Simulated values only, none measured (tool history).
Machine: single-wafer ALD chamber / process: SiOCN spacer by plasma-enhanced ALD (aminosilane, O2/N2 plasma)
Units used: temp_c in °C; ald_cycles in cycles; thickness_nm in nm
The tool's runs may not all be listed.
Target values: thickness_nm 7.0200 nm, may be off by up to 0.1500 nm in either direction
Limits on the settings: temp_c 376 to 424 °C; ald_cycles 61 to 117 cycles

run	hour	temp_c	ald_cycles	thickness_nm
1	0.0	400	89	6.0740
2	8.2	410	89	5.9308
3	11.1	410	95	6.3365
4	17.1	402	95	6.4800
5	25.1	402	87	5.9142
6	30.2	402	76	5.2008
# hour 38.6: thermocouple changed; heater temperature recalibrated
7	38.6	400	82	5.6601
8	40.6	397	86	5.9620

Which one of the following 5 next-run settings gets every result inside its allowed miss? There is exactly one.
A	42.6	410	81	?
B	42.6	394	75	?
C	42.6	409	80	?
D	42.6	390	101	?
E	42.6	401	71	?

move	thickness_nm
A	5.4455
B	5.1788
C	5.3928
D	6.9741
E	4.8897
A: lands further from the targets than the last run did
B: lands further from the targets than the last run did
C: lands further from the targets than the last run did
D: every result lands within tolerance
E: lands further from the targets than the last run did
So the answer is move D, the one that meets all the targets.
